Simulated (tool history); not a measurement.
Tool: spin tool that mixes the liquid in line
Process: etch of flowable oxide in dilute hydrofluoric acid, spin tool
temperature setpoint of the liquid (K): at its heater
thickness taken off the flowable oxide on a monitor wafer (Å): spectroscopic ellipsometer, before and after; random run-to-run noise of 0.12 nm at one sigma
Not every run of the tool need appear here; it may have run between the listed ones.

| run | hour | temperature setpoint of the liquid (K) | parts of water to one part of 49 % hydrofluoric acid (parts by volume) | time under the liquid (s) | thickness taken off the flowable oxide on a monitor wafer (Å) |
|---|---|---|---|---|---|
| 1 | 0 | 299.15 | 95 | 15 | 71.178 |
| 2 | 3.2 | 299.15 | 95 | 15 | 70.672 |
| 3 | 9.7 | 300.65 | 90 | 15 | 78.779 |
| 4 | 15.6 | 300.65 | 115 | 15 | 60.768 |
| 5 | 20.7 | 301.65 | 105 | 15 | 69.217 |
| 6 | 22.1 | 302.65 | 95 | 15 | 81.499 |

Estimate the outcome of run 7 from the log above:
| 7 | 28.1 | 303.65 | 85 | 15 | ? |

thickness taken off the flowable oxide on a monitor wafer (Å): 95.19

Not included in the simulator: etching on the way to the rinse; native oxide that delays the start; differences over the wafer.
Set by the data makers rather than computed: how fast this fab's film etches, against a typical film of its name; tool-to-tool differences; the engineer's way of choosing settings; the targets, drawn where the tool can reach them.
